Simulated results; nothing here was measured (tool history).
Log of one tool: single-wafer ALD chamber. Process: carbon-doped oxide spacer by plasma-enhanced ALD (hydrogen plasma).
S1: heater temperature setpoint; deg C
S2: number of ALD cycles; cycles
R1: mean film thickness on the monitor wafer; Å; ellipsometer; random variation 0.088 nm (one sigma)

{"run": 1, "hour": 0.0, "S1": 390, "S2": 536, "R1": 264.45}
{"run": 2, "hour": 8.2, "S1": 390, "S2": 520, "R1": 258.0}
{"run": 3, "hour": 10.4, "S1": 400, "S2": 520, "R1": 255.73}
{"run": 4, "hour": 13.2, "S1": 410, "S2": 520, "R1": 247.44}
{"run": 5, "hour": 14.7, "S1": 410, "S2": 478, "R1": 228.04}
{"run": 6, "hour": 19.1, "S1": 410, "S2": 548, "R1": 259.82}
{"run": 7, "hour": 23.4, "S1": 411, "S2": 534, "R1": 252.82}
{"run": 8, "hour": 28.8, "S1": 412, "S2": 524, "R1": 247.58}
{"run": 9, "hour": 37.2, "S1": 412, "S2": 517, "R1": 244.68}
{"run": 10, "hour": 43.7, "S1": 412, "S2": 511, "R1": 240.3}
{"run": 11, "hour": 51.7, "S1": 412, "S2": 508, "R1": 239.37}

The next listed run, before its measurement:
{"run": 12, "hour": 58.2, "S1": 412, "S2": 505, "R1": "?"}

Run 12 gave R1 238.64 Å.
